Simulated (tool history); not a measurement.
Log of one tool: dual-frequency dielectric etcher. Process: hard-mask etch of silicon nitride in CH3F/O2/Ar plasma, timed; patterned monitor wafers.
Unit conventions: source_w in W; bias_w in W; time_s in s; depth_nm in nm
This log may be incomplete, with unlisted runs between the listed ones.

run 1 hour=0 | source_w=550 bias_w=96 time_s=107.5 | depth_nm=92.735
run 2 hour=6.7 | source_w=550 bias_w=96 time_s=98 | depth_nm=84.735
run 3 hour=12.3 | source_w=630 bias_w=96 time_s=98 | depth_nm=88.904
run 4 hour=15.8 | source_w=630 bias_w=88 time_s=98 | depth_nm=85.484
run 5 hour=18.4 | source_w=650 bias_w=99 time_s=100 | depth_nm=92.427
run 6 hour=24.7 | source_w=670 bias_w=106 time_s=101.5 | depth_nm=98.461
run 7 hour=25.6 | source_w=690 bias_w=110 time_s=102 | depth_nm=102.38
run 8 hour=32.5 | source_w=700 bias_w=112 time_s=102.5 | depth_nm=104.38
run 9 hour=36.7 | source_w=710 bias_w=113 time_s=102.5 | depth_nm=104.77

Forecast run 10:
run 10 hour=43.6 | source_w=720 bias_w=114 time_s=102.5 | depth_nm=?

depth_nm: 104.59 nm
